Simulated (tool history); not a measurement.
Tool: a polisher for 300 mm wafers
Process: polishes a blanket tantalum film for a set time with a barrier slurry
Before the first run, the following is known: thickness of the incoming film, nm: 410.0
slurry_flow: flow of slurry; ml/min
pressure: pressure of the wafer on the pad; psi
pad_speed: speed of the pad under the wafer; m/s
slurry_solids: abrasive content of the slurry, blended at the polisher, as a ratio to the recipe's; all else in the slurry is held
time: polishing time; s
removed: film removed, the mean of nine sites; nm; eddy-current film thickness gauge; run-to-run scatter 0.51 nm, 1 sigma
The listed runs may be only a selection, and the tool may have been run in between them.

Run 1, hour 0.0: slurry_flow 140 ml/min, pressure 1.3 psi, pad_speed 0.90 m/s, slurry_solids 1.0, time 88 s. Result: removed 82.905 nm.
Run 2, hour 3.0: slurry_flow 140 ml/min, pressure 1.1 psi, pad_speed 0.84 m/s, slurry_solids 1.0, time 88 s. Result: removed 69.374 nm.
Run 3, hour 8.9: slurry_flow 140 ml/min, pressure 1.4 psi, pad_speed 0.84 m/s, slurry_solids 1.0, time 88 s. Result: removed 84.058 nm.
Run 4, hour 11.5: slurry_flow 135 ml/min, pressure 1.2 psi, pad_speed 0.78 m/s, slurry_solids 1.0, time 88 s. Result: removed 66.722 nm.
Run 5, hour 15.3: slurry_flow 135 ml/min, pressure 0.9 psi, pad_speed 0.78 m/s, slurry_solids 1.0, time 88 s. Result: removed 55.887 nm.
Run 6, hour 23.8: slurry_flow 130 ml/min, pressure 0.8 psi, pad_speed 0.74 m/s, slurry_solids 1.0, time 88 s. Result: removed 49.926 nm.
Run 7, hour 26.0: slurry_flow 130 ml/min, pressure 0.7 psi, pad_speed 0.70 m/s, slurry_solids 1.0, time 88 s. Result: removed 44.232 nm.

For run 8, what comes out?
Run 8, hour 33.7: slurry_flow 130 ml/min, pressure 0.7 psi, pad_speed 0.68 m/s, slurry_solids 1.0, time 88 s. Result: removed ?.

Run 8 produced removed 42.853 nm.
